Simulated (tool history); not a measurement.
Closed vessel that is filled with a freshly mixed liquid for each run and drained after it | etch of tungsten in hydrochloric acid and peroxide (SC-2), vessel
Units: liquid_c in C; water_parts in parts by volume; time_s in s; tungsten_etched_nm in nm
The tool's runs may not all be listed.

{"run": 1, "hour": 0.0, "liquid_c": 49, "water_parts": 7.5, "time_s": 35, "tungsten_etched_nm": 4.8969}
{"run": 2, "hour": 9.3, "liquid_c": 53, "water_parts": 7, "time_s": 35, "tungsten_etched_nm": 6.5784}
{"run": 3, "hour": 11.1, "liquid_c": 53, "water_parts": 8, "time_s": 35, "tungsten_etched_nm": 5.9517}
{"run": 4, "hour": 16.8, "liquid_c": 53, "water_parts": 8, "time_s": 35, "tungsten_etched_nm": 5.9971}
{"run": 5, "hour": 25.8, "liquid_c": 53, "water_parts": 10, "time_s": 35, "tungsten_etched_nm": 5.0213}
{"run": 6, "hour": 27.9, "liquid_c": 56, "water_parts": 8.5, "time_s": 35, "tungsten_etched_nm": 6.9082}
{"run": 7, "hour": 31.4, "liquid_c": 58, "water_parts": 7.5, "time_s": 35, "tungsten_etched_nm": 8.6028}

Run 8 comes next. What will it give?
{"run": 8, "hour": 38.9, "liquid_c": 59.5, "water_parts": 6.5, "time_s": 35, "tungsten_etched_nm": "?"}

{"run 8": {"tungsten_etched_nm": 10.513}}
